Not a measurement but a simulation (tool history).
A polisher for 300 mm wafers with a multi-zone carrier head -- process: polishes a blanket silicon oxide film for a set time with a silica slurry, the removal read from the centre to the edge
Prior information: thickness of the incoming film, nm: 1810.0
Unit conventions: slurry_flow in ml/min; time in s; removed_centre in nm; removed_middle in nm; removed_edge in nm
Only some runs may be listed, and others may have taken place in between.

run,day,slurry_flow,centre_zone,middle_zone,edge_zone,slurry_solids,time,removed_centre,removed_middle,removed_edge
1,0.000,130,1.00,1.00,1.00,1.00,80,226.09,224.69,229.74
2,0.092,125,0.98,0.97,0.97,0.85,71,182.19,184.53,183.51
3,0.238,125,0.90,0.97,0.97,0.85,71,174.03,183.18,183.75
4,0.346,125,0.85,0.97,0.97,0.85,71,168.38,180.43,183.04
5,0.658,115,0.84,0.93,0.95,0.75,66,143.89,150.59,156.67
6,0.875,115,0.81,0.93,0.95,0.75,66,141.68,145.89,153.71
7,0.954,105,0.81,0.92,0.94,0.65,64,121.85,124.88,134.27
8,1.038,100,0.81,0.92,0.92,0.65,64,121.39,126.46,135.57
9,1.246,100,0.82,0.91,0.90,0.60,64,112.78,123.04,126.86
10,1.554,100,0.85,0.88,0.90,0.60,64,117.60,121.55,126.12

For run 11, what comes out?
11,1.867,95,0.85,0.86,0.89,0.60,64,?,?,?

Run 11 yielded removed_centre 115.51 nm, removed_middle 113.42 nm, removed_edge 123.62 nm.

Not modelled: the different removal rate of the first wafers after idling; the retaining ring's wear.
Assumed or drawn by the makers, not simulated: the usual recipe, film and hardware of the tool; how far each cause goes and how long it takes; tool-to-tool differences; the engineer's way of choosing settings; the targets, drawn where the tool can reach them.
